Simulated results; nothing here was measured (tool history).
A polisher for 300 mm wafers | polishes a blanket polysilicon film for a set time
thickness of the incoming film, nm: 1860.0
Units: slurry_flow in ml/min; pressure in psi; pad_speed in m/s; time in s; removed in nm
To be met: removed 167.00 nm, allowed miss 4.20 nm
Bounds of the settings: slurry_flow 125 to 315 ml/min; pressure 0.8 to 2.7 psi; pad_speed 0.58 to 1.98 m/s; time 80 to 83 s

run    day  slurry_flow  pressure  pad_speed  time  removed
  1  0.000          205       1.7       1.28    80   449.89
  2  0.067          200       1.6       1.20    80   408.84
  3  0.254          190       1.5       1.12    80   362.22
  4  0.621          155       1.5       1.12    80   345.32
  5  0.767          155       1.7       1.12    80   383.95
  6  1.062          150       1.6       1.06    80   342.23
  7  1.196          145       1.5       1.02    80   311.74
  8  1.429          145       1.4       0.98    80   281.43
  9  1.804          145       1.3       0.96    80   262.83
 10  2.017          145       1.2       0.94    80   239.33
 11  2.362          145       1.1       0.92    80   218.96
 12  2.467          135       0.9       0.88    80   176.26
 13  2.733          135       0.9       0.88    80   175.69
 14  3.054          130       0.9       0.88    80   175.78
 15  3.183          130       0.8       0.88    80   161.34

5 next moves are on the table. One of them brings every result within its allowed miss. Which?
  A  3.312          130       0.8       0.80    80        ?
  B  3.312          125       0.9       0.84    81        ?
  C  3.312          140       0.9       0.72    82        ?
  D  3.312          125       0.8       0.82    83        ?
  E  3.312          130       0.9       0.74    83        ?

move  removed
   A   148.67
   B   170.21
   C   152.89
   D   156.38
   E   156.10
A: further off than the last run
B: meets every target
C: further off than the last run
D: further off than the last run
E: further off than the last run
The right move is B.
